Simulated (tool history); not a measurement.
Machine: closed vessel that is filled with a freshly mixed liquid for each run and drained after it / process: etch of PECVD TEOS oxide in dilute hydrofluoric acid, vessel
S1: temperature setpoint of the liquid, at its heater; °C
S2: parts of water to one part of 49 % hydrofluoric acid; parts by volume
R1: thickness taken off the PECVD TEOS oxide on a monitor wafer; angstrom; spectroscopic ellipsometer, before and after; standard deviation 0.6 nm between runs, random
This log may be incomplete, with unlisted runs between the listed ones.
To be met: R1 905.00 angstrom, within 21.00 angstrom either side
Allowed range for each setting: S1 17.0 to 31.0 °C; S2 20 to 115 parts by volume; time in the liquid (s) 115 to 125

run 1 day=0.000 | S1=23.0 S2=65 time_in_the_liquid_(s)=115 | R1=378.80
run 2 day=0.321 | S1=20.0 S2=65 time_in_the_liquid_(s)=115 | R1=334.23
run 3 day=0.600 | S1=23.0 S2=65 time_in_the_liquid_(s)=115 | R1=378.60
run 4 day=0.638 | S1=24.0 S2=60 time_in_the_liquid_(s)=115 | R1=434.88
run 5 day=0.821 | S1=25.0 S2=55 time_in_the_liquid_(s)=115 | R1=496.90
run 6 day=0.975 | S1=25.0 S2=40 time_in_the_liquid_(s)=115 | R1=698.93
run 7 day=1.229 | S1=26.0 S2=40 time_in_the_liquid_(s)=115 | R1=736.44
run 8 day=1.600 | S1=26.5 S2=40 time_in_the_liquid_(s)=115 | R1=738.84
run 9 day=1.912 | S1=27.0 S2=40 time_in_the_liquid_(s)=115 | R1=757.59
run 10 day=2.100 | S1=27.5 S2=40 time_in_the_liquid_(s)=115 | R1=769.48

Which one of the following 5 next-run settings gets every result inside its allowed miss? There is exactly one.
run A day=2.288 | S1=29.0 S2=50 time_in_the_liquid_(s)=115 | R1=?
run B day=2.288 | S1=27.0 S2=35 time_in_the_liquid_(s)=120 | R1=?
run C day=2.288 | S1=26.5 S2=35 time_in_the_liquid_(s)=115 | R1=?
run D day=2.288 | S1=25.0 S2=45 time_in_the_liquid_(s)=115 | R1=?
run E day=2.288 | S1=21.5 S2=30 time_in_the_liquid_(s)=120 | R1=?

move=A R1=651.05
move=B R1=915.71
move=C R1=859.84
move=D R1=620.18
move=E R1=855.27
A: further off than the last run
B: all results in spec
C: closer than the last run, but not yet in spec
D: further off than the last run
E: closer than the last run, but not yet in spec
The move that meets every target is B.

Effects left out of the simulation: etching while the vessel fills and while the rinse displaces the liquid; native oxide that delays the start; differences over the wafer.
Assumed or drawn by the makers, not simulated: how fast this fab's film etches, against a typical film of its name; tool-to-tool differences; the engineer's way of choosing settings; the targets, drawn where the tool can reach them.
